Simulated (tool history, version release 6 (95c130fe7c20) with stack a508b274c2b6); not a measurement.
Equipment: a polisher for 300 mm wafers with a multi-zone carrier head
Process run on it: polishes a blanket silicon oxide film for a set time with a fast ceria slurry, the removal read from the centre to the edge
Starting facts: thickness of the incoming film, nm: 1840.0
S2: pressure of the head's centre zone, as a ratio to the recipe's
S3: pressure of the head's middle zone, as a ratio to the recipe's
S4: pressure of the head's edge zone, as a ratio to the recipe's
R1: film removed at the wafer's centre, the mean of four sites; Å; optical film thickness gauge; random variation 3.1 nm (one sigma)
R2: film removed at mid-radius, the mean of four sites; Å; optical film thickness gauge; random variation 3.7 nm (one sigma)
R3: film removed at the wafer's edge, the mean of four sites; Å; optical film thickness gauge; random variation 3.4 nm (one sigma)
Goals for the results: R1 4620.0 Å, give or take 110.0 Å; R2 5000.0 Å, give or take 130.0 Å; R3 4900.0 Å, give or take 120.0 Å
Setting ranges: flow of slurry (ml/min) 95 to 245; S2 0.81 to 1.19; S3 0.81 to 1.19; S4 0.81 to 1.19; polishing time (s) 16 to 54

Run 1, hour 0.0: flow of slurry (ml/min) 155, S2 1.00, S3 1.00, S4 1.00, polishing time (s) 35. Result: R1 4357.6 Å, R2 4094.9 Å, R3 4205.9 Å.
Run 2, hour 3.1: flow of slurry (ml/min) 155, S2 1.00, S3 1.08, S4 1.00, polishing time (s) 35. Result: R1 4317.6 Å, R2 4409.1 Å, R3 4204.2 Å.
Run 3, hour 5.8: flow of slurry (ml/min) 170, S2 0.99, S3 1.09, S4 1.03, polishing time (s) 35. Result: R1 4316.8 Å, R2 4489.7 Å, R3 4361.1 Å.
Run 4, hour 10.2: flow of slurry (ml/min) 170, S2 1.03, S3 1.09, S4 1.03, polishing time (s) 35. Result: R1 4555.0 Å, R2 4518.0 Å, R3 4343.2 Å.
Run 5, hour 17.7: flow of slurry (ml/min) 170, S2 0.99, S3 1.09, S4 1.03, polishing time (s) 35. Result: R1 4397.6 Å, R2 4516.9 Å, R3 4386.9 Å.
Run 6, hour 22.1: flow of slurry (ml/min) 180, S2 0.98, S3 1.10, S4 1.04, polishing time (s) 35. Result: R1 4303.4 Å, R2 4625.6 Å, R3 4355.7 Å.
Run 7, hour 25.1: flow of slurry (ml/min) 205, S2 1.00, S3 1.09, S4 1.14, polishing time (s) 37. Result: R1 4827.0 Å, R2 4951.8 Å, R3 4969.9 Å.
Run 8, hour 27.5: flow of slurry (ml/min) 200, S2 0.99, S3 1.11, S4 1.13, polishing time (s) 37. Result: R1 4698.2 Å, R2 4946.2 Å, R3 4939.6 Å.

Of the 4 settings listed for the next run, only one would bring every result within its allowed miss of target. Which one?
Run A, hour 29.9: flow of slurry (ml/min) 210, S2 0.95, S3 1.10, S4 1.10, polishing time (s) 37. Result: R1 ?, R2 ?, R3 ?.
Run B, hour 29.9: flow of slurry (ml/min) 165, S2 1.01, S3 1.10, S4 1.09, polishing time (s) 39. Result: R1 ?, R2 ?, R3 ?.
Run C, hour 29.9: flow of slurry (ml/min) 240, S2 0.96, S3 1.05, S4 1.13, polishing time (s) 38. Result: R1 ?, R2 ?, R3 ?.
Run D, hour 29.9: flow of slurry (ml/min) 205, S2 1.00, S3 1.03, S4 1.11, polishing time (s) 38. Result: R1 ?, R2 ?, R3 ?.

move      R1      R2      R3
   A  4563.1  4982.4  4858.5
   B  4901.8  5054.5  4957.2
   C  4826.6  5003.7  5128.3
   D  4912.6  4820.4  5004.8
A: meets every target
B: further off than the last run
C: further off than the last run
D: further off than the last run
A is the move that brings every result within its allowed miss.
